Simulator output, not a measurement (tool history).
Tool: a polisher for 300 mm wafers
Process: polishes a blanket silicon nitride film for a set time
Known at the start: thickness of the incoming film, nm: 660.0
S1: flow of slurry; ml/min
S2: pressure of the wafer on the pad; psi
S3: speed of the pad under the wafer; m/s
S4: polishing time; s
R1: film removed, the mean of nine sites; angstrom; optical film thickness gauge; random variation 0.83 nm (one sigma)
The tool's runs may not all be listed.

run  hour   S1   S2    S3  S4      R1
  1     0  155    4  1.22  74  1920.9
  2     6  155    4   1.1  74  1777.3
  3    11  150  3.9   1.1  74  1726.6
  4  18.5  150  3.9   1.1  74  1719.1
  5  20.1  145  3.8   1.1  74  1685.5
  6  21.1  145  3.8   1.1  78  1767.5

The next listed run, before its measurement:
  7  28.4  140  3.7  1.1  78   ?

R1: 1714.2 angstrom
